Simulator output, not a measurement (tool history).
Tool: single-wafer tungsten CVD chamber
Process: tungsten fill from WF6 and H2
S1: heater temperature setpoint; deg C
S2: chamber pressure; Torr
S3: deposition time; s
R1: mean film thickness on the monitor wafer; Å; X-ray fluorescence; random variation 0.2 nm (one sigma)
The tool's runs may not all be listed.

run,hour,S1,S2,S3,R1
1,0.0,375,50.6,11.9,270.45
2,6.6,378,50.8,11.9,283.64
3,12.8,378,50.8,11.3,269.79
4,20.4,382,51.1,11.3,291.24
5,26.4,392,51.1,11.3,344.34
6,32.6,392,44.3,11.3,329.84
7,38.0,393,44.4,11.3,335.90

Forecast run 8:
8,41.4,394,44.5,11.3,?

R1: 341.87 Å

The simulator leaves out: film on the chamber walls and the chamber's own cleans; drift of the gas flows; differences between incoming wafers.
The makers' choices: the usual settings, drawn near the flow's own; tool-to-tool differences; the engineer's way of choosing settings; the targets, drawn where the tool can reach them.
